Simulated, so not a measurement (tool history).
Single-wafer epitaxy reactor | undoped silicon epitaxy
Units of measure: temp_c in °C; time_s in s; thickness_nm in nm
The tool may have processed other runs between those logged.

{"run": 1, "hour": 0.0, "temp_c": 640, "time_s": 202, "thickness_nm": 25.77}
{"run": 2, "hour": 7.3, "temp_c": 640, "time_s": 187, "thickness_nm": 23.882}
{"run": 3, "hour": 8.1, "temp_c": 636, "time_s": 187, "thickness_nm": 21.775}
{"run": 4, "hour": 16.2, "temp_c": 633, "time_s": 187, "thickness_nm": 20.397}
{"run": 5, "hour": 21.0, "temp_c": 624, "time_s": 187, "thickness_nm": 16.76}
{"run": 6, "hour": 25.0, "temp_c": 624, "time_s": 162, "thickness_nm": 14.534}
{"run": 7, "hour": 31.0, "temp_c": 627, "time_s": 162, "thickness_nm": 15.52}

What will run 8 give?
{"hour": 34.8, "done": "pyrometer calibrated"}
{"run": 8, "hour": 34.8, "temp_c": 629, "time_s": 162, "thickness_nm": "?"}

thickness_nm: 17.804 nm
